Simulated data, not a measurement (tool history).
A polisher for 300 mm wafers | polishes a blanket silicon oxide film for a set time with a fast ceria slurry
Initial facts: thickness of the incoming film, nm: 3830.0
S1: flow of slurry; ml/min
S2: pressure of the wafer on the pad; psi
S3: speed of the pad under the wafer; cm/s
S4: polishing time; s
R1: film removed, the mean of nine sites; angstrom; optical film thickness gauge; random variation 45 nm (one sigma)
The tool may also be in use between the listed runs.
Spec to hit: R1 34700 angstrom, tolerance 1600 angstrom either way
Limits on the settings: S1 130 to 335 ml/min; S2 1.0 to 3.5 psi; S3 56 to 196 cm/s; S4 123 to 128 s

run	hour	S1	S2	S3	S4	R1
1	0.0	215	2.2	126	123	21222
2	7.8	215	2.3	126	123	22122
3	16.3	215	2.6	126	123	25881
4	20.0	265	2.6	126	123	26917
5	23.8	265	2.3	126	123	23965
6	29.1	270	2.4	126	123	25150
7	30.3	270	3.0	130	123	31279
8	38.5	275	3.1	130	123	32416

Which of these 5 next moves meets every target?
A	46.7	300	3.4	128	123	?
B	46.7	265	3.1	120	128	?
C	46.7	265	3.0	130	123	?
D	46.7	205	2.9	142	123	?
E	46.7	290	3.1	124	123	?

move	R1
A	36213
B	31854
C	32036
D	32491
E	31952
A: every result within its allowed miss
B: its largest miss is bigger than the last run's
C: its largest miss is bigger than the last run's
D: no nearer and no further than the last run
E: its largest miss is bigger than the last run's
Move A is the one to make.
